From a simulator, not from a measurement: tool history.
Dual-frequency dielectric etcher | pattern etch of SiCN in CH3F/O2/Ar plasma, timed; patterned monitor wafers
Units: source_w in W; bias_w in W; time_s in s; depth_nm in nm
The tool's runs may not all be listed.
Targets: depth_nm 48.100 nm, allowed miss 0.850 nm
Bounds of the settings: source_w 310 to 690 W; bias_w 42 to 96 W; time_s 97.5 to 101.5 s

run 1 hour=0.0 | source_w=500 bias_w=69 time_s=97.5 | depth_nm=43.145
run 2 hour=5.9 | source_w=520 bias_w=69 time_s=97.5 | depth_nm=43.652
run 3 hour=11.0 | source_w=520 bias_w=69 time_s=97.5 | depth_nm=43.711
run 4 hour=16.0 | source_w=530 bias_w=69 time_s=97.5 | depth_nm=43.962
run 5 hour=18.2 | source_w=530 bias_w=69 time_s=97.5 | depth_nm=43.885
run 6 hour=23.6 | source_w=540 bias_w=69 time_s=97.5 | depth_nm=44.151
run 7 hour=28.4 | source_w=550 bias_w=69 time_s=97.5 | depth_nm=44.476
run 8 hour=31.8 | source_w=560 bias_w=69 time_s=97.5 | depth_nm=44.916

4 next moves are on the table. One of them brings every result within its allowed miss. Which?
run A hour=35.2 | source_w=650 bias_w=72 time_s=101.5 | depth_nm=?
run B hour=35.2 | source_w=580 bias_w=83 time_s=100.0 | depth_nm=?
run C hour=35.2 | source_w=500 bias_w=83 time_s=101.5 | depth_nm=?
run D hour=35.2 | source_w=630 bias_w=83 time_s=99.0 | depth_nm=?

move=A depth_nm=49.819
move=B depth_nm=49.654
move=C depth_nm=48.052
move=D depth_nm=50.506
A: takes the result that was furthest off past its target
B: takes the result that was furthest off past its target
C: meets every target
D: takes the result that was furthest off past its target
The right move is C.

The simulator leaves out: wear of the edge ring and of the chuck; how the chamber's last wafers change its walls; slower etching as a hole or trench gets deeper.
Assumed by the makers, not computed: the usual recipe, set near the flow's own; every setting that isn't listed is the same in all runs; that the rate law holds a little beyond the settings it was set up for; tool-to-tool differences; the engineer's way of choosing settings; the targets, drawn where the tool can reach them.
